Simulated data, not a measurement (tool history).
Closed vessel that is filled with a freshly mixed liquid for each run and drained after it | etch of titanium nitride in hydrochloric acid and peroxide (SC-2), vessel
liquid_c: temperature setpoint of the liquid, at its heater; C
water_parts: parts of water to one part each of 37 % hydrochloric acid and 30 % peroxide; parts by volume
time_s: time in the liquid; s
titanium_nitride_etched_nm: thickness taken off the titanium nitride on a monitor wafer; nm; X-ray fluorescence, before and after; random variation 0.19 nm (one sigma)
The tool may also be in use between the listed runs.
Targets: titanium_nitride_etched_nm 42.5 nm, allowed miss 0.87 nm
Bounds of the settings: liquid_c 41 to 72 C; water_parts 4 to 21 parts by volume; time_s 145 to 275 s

run  hour  liquid_c  water_parts  time_s  titanium_nitride_etched_nm
  1     0        57         11.5     275                      11.144
  2   8.1        57         15.5     275                      8.5992
  3   8.9      59.5           14     275                      11.067
  4  17.3      59.5           14     145                      5.8039
  5  23.8      59.5           16     145                      5.1012
  6  28.6      59.5           16     275                      9.8341
  7  30.3      61.5           14     275                      12.454
  8  32.4        63           13     275                      14.584
  9  33.6      64.5           12     275                      17.091
 10  35.1      65.5           11     275                      19.551
 11  42.1      66.5         10.5     275                      21.875
 12  43.3      67.5           10     275                      24.131
 13  43.9        68          9.5     275                      25.843
 14  48.9      68.5            9     275                      27.708
 15  55.1        69          8.5     275                      29.858
 16  62.7      69.5            8     275                      32.574
 17  68.6        70            8     275                      33.433
 18    70      70.5            8     275                      34.211
 19  73.4        72            6     275                      47.048
 20  80.1      71.5            6     275                      45.553

Which of these 4 next moves meets every target?
  A  86.8        72          5.5     265                           ?
  B  86.8      70.5            5     270                           ?
  C  86.8        72          6.5     265                           ?
  D  86.8      66.5            4     270                           ?

move  titanium_nitride_etched_nm
   A                      48.499
   B                      48.481
   C                      42.793
   D                      44.554
A: further off than the last run
B: further off than the last run
C: meets every target
D: nearer than the last run, and not there yet
Move C is the one to make.

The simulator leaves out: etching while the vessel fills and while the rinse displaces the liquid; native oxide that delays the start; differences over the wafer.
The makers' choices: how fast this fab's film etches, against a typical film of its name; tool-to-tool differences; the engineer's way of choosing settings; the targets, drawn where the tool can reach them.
